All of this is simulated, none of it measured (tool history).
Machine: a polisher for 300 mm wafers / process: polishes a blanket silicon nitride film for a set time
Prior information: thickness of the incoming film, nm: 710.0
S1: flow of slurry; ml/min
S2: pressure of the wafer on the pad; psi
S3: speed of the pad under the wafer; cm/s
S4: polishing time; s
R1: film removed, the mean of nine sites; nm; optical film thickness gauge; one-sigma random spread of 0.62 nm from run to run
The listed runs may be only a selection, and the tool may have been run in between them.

run	hour	S1	S2	S3	S4	R1
1	0.0	300	3.5	90	75	125.380
2	6.2	295	3.1	90	75	111.790
3	13.2	295	3.6	90	75	128.730
4	20.5	295	3.6	90	79	136.130
5	29.2	295	3.6	100	79	145.880
6	35.5	290	3.0	100	79	122.310
7	39.4	280	2.7	100	79	111.320
8	40.9	270	2.5	100	79	100.640
9	43.2	245	2.5	100	79	100.110
10	49.6	245	2.1	100	79	85.307

For run 11, what comes out?
11	51.7	260	2.1	100	79	?

{"run 11": {"R1": 85.996}}
